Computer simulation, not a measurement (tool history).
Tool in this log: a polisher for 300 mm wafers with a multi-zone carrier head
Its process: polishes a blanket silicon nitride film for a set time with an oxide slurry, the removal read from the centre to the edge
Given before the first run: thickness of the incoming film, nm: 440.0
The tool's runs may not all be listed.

| run | hour | flow of slurry (ml/min) | pressure of the head's centre zone | pressure of the head's middle zone | pressure of the head's edge zone | abrasive content of the slurry | polishing time (s) | film removed at the wafer's centre (angstrom) | film removed at mid-radius (angstrom) | film removed at the wafer's edge (angstrom) |
|---|---|---|---|---|---|---|---|---|---|---|
| 1 | 0.0 | 130 | 1.00 | 1.00 | 1.00 | 1.00 | 41 | 254.59 | 256.84 | 256.20 |
| 2 | 7.1 | 135 | 0.99 | 0.99 | 1.02 | 1.05 | 41 | 262.02 | 262.16 | 262.20 |
| 3 | 15.8 | 135 | 0.99 | 0.99 | 1.02 | 1.15 | 41 | 261.94 | 269.28 | 269.06 |
| 4 | 20.2 | 135 | 0.99 | 0.95 | 1.02 | 1.15 | 41 | 263.91 | 262.74 | 271.21 |
| 5 | 23.6 | 135 | 0.99 | 0.95 | 0.98 | 1.15 | 41 | 269.84 | 263.75 | 264.92 |
| 6 | 24.5 | 135 | 0.99 | 0.91 | 0.98 | 1.15 | 41 | 258.41 | 257.13 | 271.90 |
| 7 | 29.8 | 140 | 0.98 | 0.90 | 1.00 | 1.20 | 41 | 269.46 | 252.36 | 276.34 |

Run 8 has not been measured yet. What should we expect?
| 8 | 33.0 | 135 | 0.97 | 0.90 | 1.01 | 1.25 | 42 | ? | ? | ? |

film removed at the wafer's centre (angstrom): 273.59
film removed at mid-radius (angstrom): 266.53
film removed at the wafer's edge (angstrom): 279.44
